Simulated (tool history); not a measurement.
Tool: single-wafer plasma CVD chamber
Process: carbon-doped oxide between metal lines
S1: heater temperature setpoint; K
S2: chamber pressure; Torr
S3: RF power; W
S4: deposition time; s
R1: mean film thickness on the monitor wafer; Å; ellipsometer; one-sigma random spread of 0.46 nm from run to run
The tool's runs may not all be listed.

run,hour,S1,S2,S3,S4,R1
1,0,643.15,4.86,615,23.2,1335.2
2,2.8,638.15,4.86,615,23.2,1359.1
3,6,642.15,4.48,595,23.2,1290.5
4,9.7,645.15,4.21,590,23.2,1263.2
5,15.6,648.15,4,585,23.2,1236.3
6,19.3,650.15,3.85,580,23.2,1209.7
7,22.3,651.15,3.78,580,23.2,1200.1

Predict the results of run 8:
8,25.4,652.15,3.74,580,23.2,?

{"run 8": {"R1": 1206.9}}
